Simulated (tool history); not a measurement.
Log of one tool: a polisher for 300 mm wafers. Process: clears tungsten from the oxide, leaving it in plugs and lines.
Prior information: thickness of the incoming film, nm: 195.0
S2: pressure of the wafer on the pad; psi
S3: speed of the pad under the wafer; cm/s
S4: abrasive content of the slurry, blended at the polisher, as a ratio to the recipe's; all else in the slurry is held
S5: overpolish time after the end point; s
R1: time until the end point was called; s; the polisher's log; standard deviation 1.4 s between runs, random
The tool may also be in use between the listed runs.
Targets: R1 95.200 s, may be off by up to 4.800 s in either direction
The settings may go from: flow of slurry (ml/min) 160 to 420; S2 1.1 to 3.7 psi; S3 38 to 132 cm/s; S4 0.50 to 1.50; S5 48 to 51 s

{"run": 1, "day": 0.0, "flow of slurry (ml/min)": 270, "S2": 2.4, "S3": 84, "S4": 1.0, "S5": 48, "R1": 75.301}
{"run": 2, "day": 0.167, "flow of slurry (ml/min)": 270, "S2": 2.3, "S3": 84, "S4": 1.0, "S5": 48, "R1": 76.203}
{"run": 3, "day": 0.262, "flow of slurry (ml/min)": 270, "S2": 2.2, "S3": 84, "S4": 1.0, "S5": 48, "R1": 80.852}
{"run": 4, "day": 0.533, "flow of slurry (ml/min)": 270, "S2": 2.2, "S3": 96, "S4": 1.0, "S5": 48, "R1": 69.719}
{"run": 5, "day": 0.729, "flow of slurry (ml/min)": 270, "S2": 2.1, "S3": 96, "S4": 1.0, "S5": 48, "R1": 72.904}
{"day": 1.025, "done": "head pressure recalibrated"}
{"run": 6, "day": 1.025, "flow of slurry (ml/min)": 270, "S2": 2.1, "S3": 96, "S4": 1.0, "S5": 48, "R1": 68.933}
{"run": 7, "day": 1.146, "flow of slurry (ml/min)": 270, "S2": 2.0, "S3": 96, "S4": 1.0, "S5": 48, "R1": 71.07}
{"run": 8, "day": 1.188, "flow of slurry (ml/min)": 270, "S2": 1.9, "S3": 94, "S4": 1.0, "S5": 48, "R1": 74.776}
{"run": 9, "day": 1.533, "flow of slurry (ml/min)": 270, "S2": 1.8, "S3": 92, "S4": 1.0, "S5": 48, "R1": 80.371}
{"run": 10, "day": 1.854, "flow of slurry (ml/min)": 270, "S2": 1.7, "S3": 92, "S4": 1.0, "S5": 48, "R1": 82.943}
{"run": 11, "day": 2.021, "flow of slurry (ml/min)": 270, "S2": 1.6, "S3": 92, "S4": 1.0, "S5": 48, "R1": 86.206}

Next run, 5 choices. One meets every target within its allowed miss, the rest don't. Which?
{"run": "A", "day": 2.188, "flow of slurry (ml/min)": 285, "S2": 1.3, "S3": 104, "S4": 1.0, "S5": 48, "R1": "?"}
{"run": "B", "day": 2.188, "flow of slurry (ml/min)": 360, "S2": 1.5, "S3": 100, "S4": 1.0, "S5": 50, "R1": "?"}
{"run": "C", "day": 2.188, "flow of slurry (ml/min)": 220, "S2": 1.4, "S3": 92, "S4": 1.0, "S5": 51, "R1": "?"}
{"run": "D", "day": 2.188, "flow of slurry (ml/min)": 295, "S2": 1.5, "S3": 98, "S4": 0.85, "S5": 49, "R1": "?"}
{"run": "E", "day": 2.188, "flow of slurry (ml/min)": 260, "S2": 2.0, "S3": 98, "S4": 1.1, "S5": 49, "R1": "?"}

move=A R1=85.998
move=B R1=80.328
move=C R1=95.041
move=D R1=85.474
move=E R1=68.433
A: no nearer and no further than the last run
B: lands further from the targets than the last run did
C: every result within its allowed miss
D: lands further from the targets than the last run did
E: lands further from the targets than the last run did
The right move is C.
